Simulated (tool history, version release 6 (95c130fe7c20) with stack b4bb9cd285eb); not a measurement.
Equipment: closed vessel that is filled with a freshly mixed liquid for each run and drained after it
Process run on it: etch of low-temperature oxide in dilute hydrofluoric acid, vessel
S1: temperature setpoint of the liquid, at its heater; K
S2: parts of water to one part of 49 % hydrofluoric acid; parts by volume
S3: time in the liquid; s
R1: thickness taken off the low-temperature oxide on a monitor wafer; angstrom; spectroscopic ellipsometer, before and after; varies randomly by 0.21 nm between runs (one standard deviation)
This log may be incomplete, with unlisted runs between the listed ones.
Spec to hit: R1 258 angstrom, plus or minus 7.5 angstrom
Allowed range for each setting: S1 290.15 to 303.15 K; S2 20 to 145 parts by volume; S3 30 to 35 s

run 1 hour=0 | S1=295.15 S2=80 S3=35 | R1=118.36
run 2 hour=3.6 | S1=295.15 S2=80 S3=30 | R1=101.75
run 3 hour=11.9 | S1=295.15 S2=80 S3=30 | R1=101.45
run 4 hour=18.9 | S1=296.65 S2=70 S3=30 | R1=122.93
run 5 hour=25.8 | S1=296.65 S2=80 S3=30 | R1=108.52
run 6 hour=33.5 | S1=297.65 S2=70 S3=30 | R1=129.58
run 7 hour=35.5 | S1=301.65 S2=40 S3=30 | R1=273.39
run 8 hour=37.7 | S1=301.15 S2=40 S3=30 | R1=272.16

Which of these 4 next moves meets every target?
run A hour=39.9 | S1=301.65 S2=40 S3=30 | R1=?
run B hour=39.9 | S1=302.15 S2=40 S3=30 | R1=?
run C hour=39.9 | S1=300.15 S2=45 S3=35 | R1=?
run D hour=39.9 | S1=302.15 S2=50 S3=35 | R1=?

move=A R1=278.18
move=B R1=283.8
move=C R1=269.6
move=D R1=260.91
A: misses by more than the last run did
B: misses by more than the last run did
C: closes in on the targets versus the last run, not all within tolerance yet
D: hits every target within its allowed miss
Answer: D
